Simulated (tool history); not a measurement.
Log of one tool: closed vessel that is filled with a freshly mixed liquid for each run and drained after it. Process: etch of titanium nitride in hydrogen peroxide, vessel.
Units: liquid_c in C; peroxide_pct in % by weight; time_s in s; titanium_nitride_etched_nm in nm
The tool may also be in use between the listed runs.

run 1 hour=0 | liquid_c=56 peroxide_pct=17.5 time_s=150 | titanium_nitride_etched_nm=9.4792
run 2 hour=5 | liquid_c=56 peroxide_pct=17.5 time_s=150 | titanium_nitride_etched_nm=9.5393
run 3 hour=7.5 | liquid_c=57 peroxide_pct=17.5 time_s=150 | titanium_nitride_etched_nm=10.126
run 4 hour=13.3 | liquid_c=57 peroxide_pct=17.5 time_s=115 | titanium_nitride_etched_nm=7.8047
run 5 hour=22.6 | liquid_c=57 peroxide_pct=16.5 time_s=115 | titanium_nitride_etched_nm=7.6857
run 6 hour=25.3 | liquid_c=57 peroxide_pct=16.5 time_s=115 | titanium_nitride_etched_nm=7.705
run 7 hour=34.7 | liquid_c=59.5 peroxide_pct=16.5 time_s=115 | titanium_nitride_etched_nm=9.1735

The next listed run, before its measurement:
run 8 hour=39.1 | liquid_c=61 peroxide_pct=16.5 time_s=115 | titanium_nitride_etched_nm=?

Run 8 gave titanium_nitride_etched_nm 10.1 nm.
